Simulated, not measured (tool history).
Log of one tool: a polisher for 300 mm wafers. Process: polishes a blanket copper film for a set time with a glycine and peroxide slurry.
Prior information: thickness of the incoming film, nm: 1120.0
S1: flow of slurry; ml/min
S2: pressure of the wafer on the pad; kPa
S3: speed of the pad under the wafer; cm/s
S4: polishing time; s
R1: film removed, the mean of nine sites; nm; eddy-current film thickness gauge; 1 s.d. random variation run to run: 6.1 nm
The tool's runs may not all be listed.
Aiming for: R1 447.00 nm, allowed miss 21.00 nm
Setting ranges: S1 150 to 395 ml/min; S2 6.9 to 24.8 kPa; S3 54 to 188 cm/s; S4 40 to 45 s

run  hour   S1    S2   S3  S4      R1
  1   0.0  250  15.9  120  45  292.08
  2   7.9  250  17.9  122  45  326.93
  3  14.7  250  19.3  124  45  338.97
  4  17.7  250  20.7  128  45  360.86
  5  20.7  215  20.7  128  45  356.50
  6  29.4  265  20.7  128  45  369.96
  7  37.7  280  24.1  132  45  413.65
  8  40.1  280  24.1  134  45  424.07
  9  43.3  280  24.1  136  45  424.11

4 next moves are on the table. One of them brings every result within its allowed miss. Which?
  A  46.5  260  23.4  146  45   ?
  B  46.5  260  22.1  156  40   ?
  C  46.5  275  24.8  132  43   ?
  D  46.5  260  22.1  144  40   ?

move      R1
   A  447.98
   B  404.41
   C  410.66
   D  378.14
A: every result lands within tolerance
B: misses by more than the last run did
C: misses by more than the last run did
D: misses by more than the last run did
Move A is the one to make.
